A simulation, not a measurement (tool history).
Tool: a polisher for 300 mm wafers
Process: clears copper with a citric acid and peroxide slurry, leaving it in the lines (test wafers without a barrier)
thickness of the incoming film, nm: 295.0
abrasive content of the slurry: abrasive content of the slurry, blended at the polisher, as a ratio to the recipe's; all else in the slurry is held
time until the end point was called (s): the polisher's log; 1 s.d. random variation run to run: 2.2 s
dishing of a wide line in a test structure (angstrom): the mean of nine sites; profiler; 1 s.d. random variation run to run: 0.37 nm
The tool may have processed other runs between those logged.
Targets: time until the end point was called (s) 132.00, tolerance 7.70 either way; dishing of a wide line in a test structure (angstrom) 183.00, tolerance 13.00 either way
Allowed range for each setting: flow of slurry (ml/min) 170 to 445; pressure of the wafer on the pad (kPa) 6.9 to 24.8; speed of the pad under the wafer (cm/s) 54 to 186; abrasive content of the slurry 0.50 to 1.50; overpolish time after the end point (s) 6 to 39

run,day,flow of slurry (ml/min),pressure of the wafer on the pad (kPa),speed of the pad under the wafer (cm/s),abrasive content of the slurry,overpolish time after the end point (s),time until the end point was called (s),dishing of a wide line in a test structure (angstrom)
1,0.000,285,15.9,118,1.00,20,154.88,282.34
2,0.092,285,16.5,118,1.00,18,144.60,279.31
3,0.238,285,16.5,118,1.00,16,149.50,252.10
4,0.383,285,18.6,118,1.00,16,129.71,279.73
5,0.692,285,18.6,118,1.00,14,133.59,238.64
6,0.725,285,18.6,118,1.00,20,133.49,326.97
# day 0.992: slurry nozzle cleaned
7,0.992,285,18.6,118,1.00,18,129.09,320.55
8,1.121,285,18.6,120,1.00,16,130.15,277.66
9,1.196,285,18.6,120,1.00,15,129.09,267.03
10,1.412,285,18.6,120,1.00,14,129.65,262.78
11,1.538,285,18.6,120,1.00,14,130.75,255.43
12,1.796,285,18.6,120,1.00,13,130.21,242.12
13,2.033,285,17.9,120,1.00,6,129.76,114.87
14,2.058,285,17.9,118,1.00,7,133.90,132.96
15,2.262,285,17.9,118,1.00,8,135.09,149.46
16,2.433,285,18.6,116,1.00,9,131.89,170.15
17,2.517,285,18.6,114,1.00,9,131.38,158.50

Of the 5 settings listed for the next run, only one would bring every result within its allowed miss of target. Which one?
A,2.600,210,21.4,104,1.05,8,?,?
B,2.600,305,18.6,122,0.95,7,?,?
C,2.600,215,22.8,110,1.00,7,?,?
D,2.600,320,20.0,114,0.90,7,?,?
E,2.600,270,20.0,94,1.45,10,?,?

move,time until the end point was called (s),dishing of a wide line in a test structure (angstrom)
A,135.41,150.47
B,130.48,137.22
C,124.09,144.25
D,132.28,135.62
E,137.02,182.63
A: lands further from the targets than the last run did
B: lands further from the targets than the last run did
C: lands further from the targets than the last run did
D: lands further from the targets than the last run did
E: all results in spec
E is the move that brings every result within its allowed miss.
